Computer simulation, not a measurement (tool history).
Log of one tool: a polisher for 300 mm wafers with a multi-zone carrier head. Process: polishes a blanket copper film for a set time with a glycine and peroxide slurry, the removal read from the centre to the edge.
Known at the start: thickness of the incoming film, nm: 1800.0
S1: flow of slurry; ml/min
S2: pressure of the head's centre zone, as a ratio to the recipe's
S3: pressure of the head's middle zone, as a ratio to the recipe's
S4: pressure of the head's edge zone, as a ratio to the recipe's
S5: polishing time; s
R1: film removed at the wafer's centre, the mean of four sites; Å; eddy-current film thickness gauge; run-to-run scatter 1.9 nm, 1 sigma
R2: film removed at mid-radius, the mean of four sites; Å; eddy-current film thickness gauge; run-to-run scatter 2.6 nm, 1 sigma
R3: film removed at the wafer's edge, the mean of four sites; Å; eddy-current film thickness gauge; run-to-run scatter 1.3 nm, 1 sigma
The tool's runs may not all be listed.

run 1 hour=0.0 | S1=140 S2=1.00 S3=1.00 S4=1.00 S5=63 | R1=2762.7 R2=2794.0 R3=2757.5
run 2 hour=5.5 | S1=140 S2=1.00 S3=1.00 S4=0.95 S5=63 | R1=2710.8 R2=2729.6 R3=2704.4
run 3 hour=8.6 | S1=140 S2=1.00 S3=1.00 S4=0.95 S5=72 | R1=3079.9 R2=3091.1 R3=3086.3
run 4 hour=14.8 | S1=110 S2=1.00 S3=1.00 S4=0.95 S5=72 | R1=2934.9 R2=2981.1 R3=2952.7
run 5 hour=17.2 | S1=110 S2=1.00 S3=1.00 S4=0.95 S5=60 | R1=2391.4 R2=2455.3 R3=2470.9
run 6 hour=20.2 | S1=110 S2=1.02 S3=1.02 S4=0.92 S5=54 | R1=2209.3 R2=2219.4 R3=2201.8
run 7 hour=21.0 | S1=110 S2=1.03 S3=1.04 S4=0.89 S5=51 | R1=2131.2 R2=2195.3 R3=2054.5
run 8 hour=21.7 | S1=100 S2=1.01 S3=1.00 S4=0.82 S5=42 | R1=1708.2 R2=1750.5 R3=1602.3

Estimate the outcome of run 9 from the log above:
run 9 hour=25.8 | S1=110 S2=1.01 S3=1.01 S4=0.84 S5=42 | R1=? R2=? R3=?

{"run 9": {"R1": 1696.5, "R2": 1712.6, "R3": 1632.1}}
